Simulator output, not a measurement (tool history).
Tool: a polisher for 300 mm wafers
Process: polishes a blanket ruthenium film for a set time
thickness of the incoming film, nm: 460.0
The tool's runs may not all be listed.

run,hour,flow of slurry (ml/min),pressure of the wafer on the pad (psi),speed of the pad under the wafer (m/s),polishing time (s),film removed (angstrom)
1,0,125,1.6,0.76,51,293.82
2,4.8,125,1.3,0.76,51,239.39
3,13.5,130,1.5,0.76,51,275.18
4,17.9,135,1.6,0.76,51,293.98
5,23.2,135,1.6,0.76,51,293.95
6,26.1,135,1.6,0.84,51,313.26
7,29,135,1.7,0.84,51,335.32
8,32.2,135,1.8,0.84,51,346.41
9,38.3,140,1.9,0.84,51,376.47

The next listed run, before its measurement:
10,41.9,145,2,0.84,51,?

{"run 10": {"film removed (angstrom)": 399.55}}
